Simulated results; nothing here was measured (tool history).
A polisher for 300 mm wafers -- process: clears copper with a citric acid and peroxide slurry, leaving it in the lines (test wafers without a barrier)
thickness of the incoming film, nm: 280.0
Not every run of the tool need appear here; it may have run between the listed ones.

run	day	flow of slurry (ml/min)	pressure of the wafer on the pad (kPa)	speed of the pad under the wafer (cm/s)	abrasive content of the slurry	overpolish time after the end point (s)	time until the end point was called (s)	dishing of a wide line in a test structure (Å)
1	0.000	165	25.5	92	1.00	27	104.150	342.89
2	0.321	165	25.5	92	1.00	20	103.400	279.27
3	0.654	165	25.5	108	1.00	20	89.411	321.67
4	0.896	160	24.8	108	1.00	23	92.675	338.35
5	1.092	155	24.1	108	1.00	26	94.003	364.48
6	1.138	155	24.1	108	0.95	26	95.757	365.19
7	1.421	150	24.1	108	0.90	28	96.192	364.64

Run 8 has not been measured yet. What should we expect?
8	1.783	160	20.0	106	1.15	40	?	?

time until the end point was called (s): 101.300
dishing of a wide line in a test structure (Å): 440.55

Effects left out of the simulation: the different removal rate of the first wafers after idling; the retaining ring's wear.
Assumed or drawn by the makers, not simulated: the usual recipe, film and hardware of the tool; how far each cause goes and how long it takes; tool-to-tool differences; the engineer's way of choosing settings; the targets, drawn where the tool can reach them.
